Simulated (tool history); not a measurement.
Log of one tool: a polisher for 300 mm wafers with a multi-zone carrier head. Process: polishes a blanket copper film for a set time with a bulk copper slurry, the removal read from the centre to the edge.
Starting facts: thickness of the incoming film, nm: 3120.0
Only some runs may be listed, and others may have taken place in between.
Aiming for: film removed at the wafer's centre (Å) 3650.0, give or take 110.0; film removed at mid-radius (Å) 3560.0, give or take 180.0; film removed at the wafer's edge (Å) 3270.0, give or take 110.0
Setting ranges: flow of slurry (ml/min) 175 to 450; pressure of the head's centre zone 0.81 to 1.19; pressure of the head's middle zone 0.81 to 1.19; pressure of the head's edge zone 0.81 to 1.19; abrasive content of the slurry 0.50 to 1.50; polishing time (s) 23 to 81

run  hour  flow of slurry (ml/min)  pressure of the head's centre zone  pressure of the head's middle zone  pressure of the head's edge zone  abrasive content of the slurry  polishing time (s)  film removed at the wafer's centre (Å)  film removed at mid-radius (Å)  film removed at the wafer's edge (Å)
  1   0.0                      290                                1.00                                1.00                              1.00                            1.00                  52                                  4373.8                          4345.2                                4355.4
  2   6.3                      290                                0.92                                1.00                              1.00                            1.00                  52                                  4024.7                          4394.6                                4323.7
  3  10.5                      290                                0.92                                1.00                              0.95                            1.00                  52                                  3983.4                          4407.2                                4196.8
  4  16.7                      295                                0.95                                0.99                              0.92                            0.85                  50                                  3823.0                          3937.1                                3828.2
  5  18.1                      230                                0.95                                0.99                              0.92                            0.85                  50                                  3761.6                          3931.5                                3705.9
  6  21.5                      200                                0.95                                0.99                              0.92                            0.85                  50                                  3619.0                          3701.6                                3637.4
  7  22.7                      200                                0.96                                1.00                              0.89                            0.80                  50                                  3599.2                          3853.0                                3607.8
  8  28.2                      205                                0.99                                0.99                              0.87                            0.75                  50                                  3653.1                          3843.0                                3613.7
     28.9  -- worn pad replaced by a new one
  9  28.9                      205                                1.04                                0.99                              0.85                            0.70                  48                                  4010.9                          3887.9                                3633.4

Below are 4 possible settings for the next run. Only one of them brings all results inside the allowed miss of their targets. Which is it?
  A  29.6                      185                                1.18                                0.97                              0.86                            0.80                  41                                       ?                               ?                                     ?
  B  29.6                      190                                0.92                                1.03                              0.82                            0.50                  56                                       ?                               ?                                     ?
  C  29.6                      190                                1.05                                1.01                              0.84                            0.70                  44                                       ?                               ?                                     ?
  D  29.6                      220                                1.17                                0.95                              0.83                            0.80                  46                                       ?                               ?                                     ?

move  film removed at the wafer's centre (Å)  film removed at mid-radius (Å)  film removed at the wafer's edge (Å)
   A                                  3835.8                          3287.8                                3186.5
   B                                  3797.3                          4332.4                                3894.5
   C                                  3608.2                          3573.4                                3303.9
   D                                  4413.1                          3734.6                                3598.0
A: gets the furthest-off result to its target, but another result is out of tolerance
B: lands further from the targets than the last run did
C: all results land within tolerance of their targets
D: lands further from the targets than the last run did
Move C is the one to make.

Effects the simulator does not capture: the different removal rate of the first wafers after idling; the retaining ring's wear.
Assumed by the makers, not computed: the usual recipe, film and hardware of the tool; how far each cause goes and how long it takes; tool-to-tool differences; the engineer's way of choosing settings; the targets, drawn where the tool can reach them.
